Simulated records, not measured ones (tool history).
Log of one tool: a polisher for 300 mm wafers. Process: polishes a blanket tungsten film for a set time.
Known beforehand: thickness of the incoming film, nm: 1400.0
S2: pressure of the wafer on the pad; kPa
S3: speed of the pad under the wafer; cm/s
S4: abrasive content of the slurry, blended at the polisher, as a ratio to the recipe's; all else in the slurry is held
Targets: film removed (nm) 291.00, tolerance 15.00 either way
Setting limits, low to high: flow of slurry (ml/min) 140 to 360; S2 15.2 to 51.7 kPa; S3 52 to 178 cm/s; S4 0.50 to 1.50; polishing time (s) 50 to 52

Run 1, day 0.000: flow of slurry (ml/min) 230, S2 33.1 kPa, S3 114 cm/s, S4 1.00, polishing time (s) 50. Result: film removed (nm) 346.45.
Run 2, day 0.371: flow of slurry (ml/min) 230, S2 33.1 kPa, S3 114 cm/s, S4 1.20, polishing time (s) 50. Result: film removed (nm) 363.43.
Run 3, day 0.404: flow of slurry (ml/min) 230, S2 31.7 kPa, S3 114 cm/s, S4 1.20, polishing time (s) 50. Result: film removed (nm) 354.38.
Run 4, day 0.733: flow of slurry (ml/min) 230, S2 30.3 kPa, S3 114 cm/s, S4 1.20, polishing time (s) 50. Result: film removed (nm) 340.52.
Run 5, day 1.071: flow of slurry (ml/min) 230, S2 29.6 kPa, S3 114 cm/s, S4 1.20, polishing time (s) 50. Result: film removed (nm) 329.25.
Run 6, day 1.254: flow of slurry (ml/min) 230, S2 29.0 kPa, S3 114 cm/s, S4 1.20, polishing time (s) 50. Result: film removed (nm) 323.21.
Run 7, day 1.538: flow of slurry (ml/min) 230, S2 28.3 kPa, S3 114 cm/s, S4 1.20, polishing time (s) 50. Result: film removed (nm) 312.65.
Run 8, day 1.583: flow of slurry (ml/min) 230, S2 27.6 kPa, S3 114 cm/s, S4 1.20, polishing time (s) 50. Result: film removed (nm) 307.07.

Next run, 5 choices. One meets every target within its allowed miss, the rest don't. Which?
Run A, day 1.629: flow of slurry (ml/min) 300, S2 21.4 kPa, S3 120 cm/s, S4 1.05, polishing time (s) 50. Result: film removed (nm) ?.
Run B, day 1.629: flow of slurry (ml/min) 255, S2 27.6 kPa, S3 122 cm/s, S4 1.30, polishing time (s) 50. Result: film removed (nm) ?.
Run C, day 1.629: flow of slurry (ml/min) 220, S2 28.3 kPa, S3 116 cm/s, S4 1.25, polishing time (s) 50. Result: film removed (nm) ?.
Run D, day 1.629: flow of slurry (ml/min) 210, S2 28.3 kPa, S3 104 cm/s, S4 1.15, polishing time (s) 52. Result: film removed (nm) ?.
Run E, day 1.629: flow of slurry (ml/min) 245, S2 31.0 kPa, S3 76 cm/s, S4 1.40, polishing time (s) 52. Result: film removed (nm) ?.

move  film removed (nm)
   A             251.61
   B             340.60
   C             322.68
   D             293.16
   E             255.45
A: the result that was furthest off in the last run now lies on the other side of its target
B: its largest miss is bigger than the last run's
C: its largest miss is bigger than the last run's
D: meets every target
E: the result that was furthest off in the last run now lies on the other side of its target
Go with D: it meets all targets.
